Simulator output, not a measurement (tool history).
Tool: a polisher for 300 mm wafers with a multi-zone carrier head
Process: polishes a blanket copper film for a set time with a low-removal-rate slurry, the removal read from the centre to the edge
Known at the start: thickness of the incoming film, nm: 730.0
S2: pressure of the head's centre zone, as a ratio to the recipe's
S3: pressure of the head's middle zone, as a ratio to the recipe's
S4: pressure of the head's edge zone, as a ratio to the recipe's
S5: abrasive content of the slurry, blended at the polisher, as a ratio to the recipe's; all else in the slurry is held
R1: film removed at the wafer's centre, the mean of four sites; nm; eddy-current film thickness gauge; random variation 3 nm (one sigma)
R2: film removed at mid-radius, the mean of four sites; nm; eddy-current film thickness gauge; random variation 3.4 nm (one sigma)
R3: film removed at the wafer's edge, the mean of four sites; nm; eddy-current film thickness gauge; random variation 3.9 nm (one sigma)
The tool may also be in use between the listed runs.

Run 1, hour 0: flow of slurry (ml/min) 315, S2 1, S3 1, S4 1, S5 1, polishing time (s) 78. Result: R1 209.02 nm, R2 234.68 nm, R3 242.29 nm.
Run 2, hour 5.5: flow of slurry (ml/min) 325, S2 1.06, S3 0.99, S4 1, S5 1.15, polishing time (s) 80. Result: R1 238.28 nm, R2 247.69 nm, R3 247.02 nm.
Run 3, hour 10.3: flow of slurry (ml/min) 325, S2 1.09, S3 0.97, S4 1.03, S5 1.25, polishing time (s) 82. Result: R1 251.91 nm, R2 254.78 nm, R3 258.4 nm.
Run 4, hour 14: flow of slurry (ml/min) 330, S2 1.12, S3 0.95, S4 1.04, S5 1.3, polishing time (s) 84. Result: R1 267.88 nm, R2 262.96 nm, R3 271.7 nm.
Run 5, hour 21.1: flow of slurry (ml/min) 335, S2 1.14, S3 0.93, S4 1.03, S5 1.35, polishing time (s) 85. Result: R1 273.69 nm, R2 259.32 nm, R3 271.16 nm.
Run 6, hour 28.7: flow of slurry (ml/min) 335, S2 1.14, S3 0.93, S4 1.03, S5 1.35, polishing time (s) 71. Result: R1 233.02 nm, R2 215.11 nm, R3 229.43 nm.
Run 7, hour 34: flow of slurry (ml/min) 345, S2 1.16, S3 0.92, S4 1.03, S5 1.4, polishing time (s) 76. Result: R1 256.05 nm, R2 240.02 nm, R3 249.39 nm.

Run 8 comes next. What will it give?
Run 8, hour 41.7: flow of slurry (ml/min) 345, S2 1.17, S3 0.9, S4 1.02, S5 1.4, polishing time (s) 80. Result: R1 ?, R2 ?, R3 ?.

Run 8 gave R1 267.65 nm, R2 246.19 nm, R3 260.09 nm.
